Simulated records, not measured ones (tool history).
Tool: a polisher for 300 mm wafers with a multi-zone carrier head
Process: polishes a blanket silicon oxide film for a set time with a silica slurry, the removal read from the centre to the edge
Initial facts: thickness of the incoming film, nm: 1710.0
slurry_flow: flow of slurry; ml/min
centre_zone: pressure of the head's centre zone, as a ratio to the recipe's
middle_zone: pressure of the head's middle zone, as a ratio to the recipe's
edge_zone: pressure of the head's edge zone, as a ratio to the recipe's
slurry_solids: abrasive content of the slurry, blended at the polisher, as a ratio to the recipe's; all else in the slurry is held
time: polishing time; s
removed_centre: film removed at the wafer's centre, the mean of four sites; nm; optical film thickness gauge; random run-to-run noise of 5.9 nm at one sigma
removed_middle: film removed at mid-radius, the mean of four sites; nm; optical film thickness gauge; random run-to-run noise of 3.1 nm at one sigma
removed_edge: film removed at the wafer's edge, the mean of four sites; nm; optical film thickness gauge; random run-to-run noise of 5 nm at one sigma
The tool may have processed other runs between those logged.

run	day	slurry_flow	centre_zone	middle_zone	edge_zone	slurry_solids	time	removed_centre	removed_middle	removed_edge
1	0.000	160	1.00	1.00	1.00	1.00	89	326.86	317.55	315.12
2	0.092	160	1.00	1.00	1.00	0.85	89	305.89	287.20	291.43
3	0.425	170	1.03	1.04	1.04	0.90	89	331.02	312.57	300.79
4	0.554	170	1.03	1.04	1.04	0.90	104	377.34	365.81	356.71
5	0.904	170	1.03	1.04	1.04	1.00	104	411.23	394.04	376.35
6	0.962	170	1.03	0.96	1.04	1.00	104	399.63	361.38	372.87

Run 7 comes next. What will it give?
7	1.092	185	1.03	0.98	1.03	1.00	104	?	?	?

{"run 7": {"removed_centre": 403.09, "removed_middle": 369.52, "removed_edge": 375.47}}
